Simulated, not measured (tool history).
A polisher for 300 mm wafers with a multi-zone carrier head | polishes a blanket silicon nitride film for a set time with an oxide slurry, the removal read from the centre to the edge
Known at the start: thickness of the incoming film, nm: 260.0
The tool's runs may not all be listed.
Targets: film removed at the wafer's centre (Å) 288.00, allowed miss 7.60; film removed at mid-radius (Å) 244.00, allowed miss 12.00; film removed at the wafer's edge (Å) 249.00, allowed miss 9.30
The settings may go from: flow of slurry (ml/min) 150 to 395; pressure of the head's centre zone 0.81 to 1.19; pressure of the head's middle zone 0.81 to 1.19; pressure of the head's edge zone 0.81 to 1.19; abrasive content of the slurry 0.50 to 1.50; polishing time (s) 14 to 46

run	hour	flow of slurry (ml/min)	pressure of the head's centre zone	pressure of the head's middle zone	pressure of the head's edge zone	abrasive content of the slurry	polishing time (s)	film removed at the wafer's centre (Å)	film removed at mid-radius (Å)	film removed at the wafer's edge (Å)
1	0.0	250	1.00	1.00	1.00	1.00	30	201.11	227.35	227.63
2	5.6	250	1.00	1.00	1.00	1.00	36	238.65	273.02	264.47
3	11.4	260	1.03	0.98	0.98	1.00	36	249.26	266.94	265.56
4	14.9	260	0.97	0.98	0.98	1.00	36	237.31	274.70	266.82
5	19.9	260	0.97	0.98	0.98	0.80	36	204.55	236.29	235.54
6	21.2	270	1.01	0.97	0.97	0.80	36	215.17	233.29	228.84
7	25.1	270	1.01	0.97	0.97	0.80	36	212.31	229.96	230.59
8	26.8	270	1.01	0.97	0.97	0.80	36	213.82	226.73	230.80
9	28.0	275	1.04	0.98	0.97	0.85	36	231.31	239.24	240.92
10	29.6	285	1.06	0.99	0.96	0.85	36	234.21	246.17	236.71
11	35.7	290	1.08	0.98	0.96	0.85	36	239.17	242.14	242.48
12	38.9	295	1.10	0.97	0.94	0.85	36	242.37	244.40	238.35
13	45.0	355	1.19	0.87	0.88	1.05	36	308.02	256.99	268.23
14	52.5	345	1.19	0.87	0.87	1.05	36	305.81	255.05	271.48
15	54.1	350	1.19	0.87	0.86	1.05	36	304.84	260.84	265.84

4 next moves are on the table. One of them brings every result within its allowed miss. Which?
A	55.7	320	1.18	0.87	0.83	1.20	32	?	?	?
B	55.7	370	1.12	0.84	0.90	1.15	34	?	?	?
C	55.7	330	1.13	0.85	0.94	1.15	34	?	?	?
D	55.7	365	1.17	0.92	0.86	1.20	34	?	?	?

move	film removed at the wafer's centre (Å)	film removed at mid-radius (Å)	film removed at the wafer's edge (Å)
A	288.23	241.59	244.97
B	288.36	247.42	265.42
C	287.83	247.33	267.81
D	307.67	272.05	265.94
A: meets every target
B: brings the result that was furthest off to its target, and leaves another outside
C: brings the result that was furthest off to its target, and leaves another outside
D: further off than the last run
The right move is A.
